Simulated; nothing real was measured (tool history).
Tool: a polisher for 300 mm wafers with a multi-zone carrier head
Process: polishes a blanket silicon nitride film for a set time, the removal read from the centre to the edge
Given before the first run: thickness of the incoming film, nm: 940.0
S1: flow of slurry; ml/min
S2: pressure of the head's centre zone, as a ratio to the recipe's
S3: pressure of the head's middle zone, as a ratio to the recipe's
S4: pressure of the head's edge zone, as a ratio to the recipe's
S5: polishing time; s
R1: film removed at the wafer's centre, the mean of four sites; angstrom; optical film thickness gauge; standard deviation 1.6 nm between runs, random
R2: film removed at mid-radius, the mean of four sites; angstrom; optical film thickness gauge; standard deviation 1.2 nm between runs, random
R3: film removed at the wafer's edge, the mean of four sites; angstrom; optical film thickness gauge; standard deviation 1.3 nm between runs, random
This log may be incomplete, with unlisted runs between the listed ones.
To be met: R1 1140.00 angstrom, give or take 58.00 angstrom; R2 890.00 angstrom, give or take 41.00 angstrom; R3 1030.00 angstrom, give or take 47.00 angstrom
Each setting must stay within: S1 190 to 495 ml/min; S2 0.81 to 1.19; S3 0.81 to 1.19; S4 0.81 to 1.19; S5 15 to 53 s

| run | hour | S1 | S2 | S3 | S4 | S5 | R1 | R2 | R3 |
|---|---|---|---|---|---|---|---|---|---|
| 1 | 0.0 | 320 | 1.00 | 1.00 | 1.00 | 34 | 730.01 | 731.64 | 731.55 |
| 2 | 6.2 | 320 | 1.02 | 0.99 | 1.01 | 35 | 777.47 | 763.85 | 763.35 |
| 3 | 11.5 | 320 | 1.02 | 0.99 | 0.96 | 35 | 753.59 | 752.45 | 746.05 |
| 4 | 13.2 | 350 | 1.02 | 0.99 | 0.96 | 35 | 775.94 | 765.66 | 748.40 |
| 5 | 17.3 | 345 | 1.03 | 0.97 | 0.98 | 36 | 815.93 | 765.37 | 769.79 |
| 6 | 20.0 | 340 | 1.03 | 0.96 | 1.00 | 37 | 824.03 | 772.18 | 796.06 |
| 7 | 25.6 | 340 | 1.04 | 0.95 | 1.01 | 38 | 852.54 | 779.40 | 838.73 |
| 8 | 28.6 | 340 | 1.06 | 0.95 | 1.02 | 39 | 887.89 | 831.71 | 833.05 |
| 9 | 32.4 | 350 | 1.06 | 0.93 | 1.02 | 40 | 915.01 | 820.70 | 867.94 |

Which of these 4 next moves meets every target?
| A | 36.2 | 290 | 0.92 | 1.14 | 1.04 | 33 | ? | ? | ? |
| B | 36.2 | 390 | 1.09 | 0.82 | 0.96 | 48 | ? | ? | ? |
| C | 36.2 | 330 | 1.05 | 0.96 | 1.04 | 35 | ? | ? | ? |
| D | 36.2 | 320 | 0.86 | 0.84 | 1.12 | 42 | ? | ? | ? |

| move | R1 | R2 | R3 |
|---|---|---|---|
| A | 643.21 | 787.18 | 719.79 |
| B | 1140.60 | 891.36 | 1032.80 |
| C | 789.43 | 730.20 | 772.78 |
| D | 771.54 | 782.80 | 961.85 |
A: further off than the last run
B: every result lands within tolerance
C: further off than the last run
D: further off than the last run
B is the move that brings every result within its allowed miss.
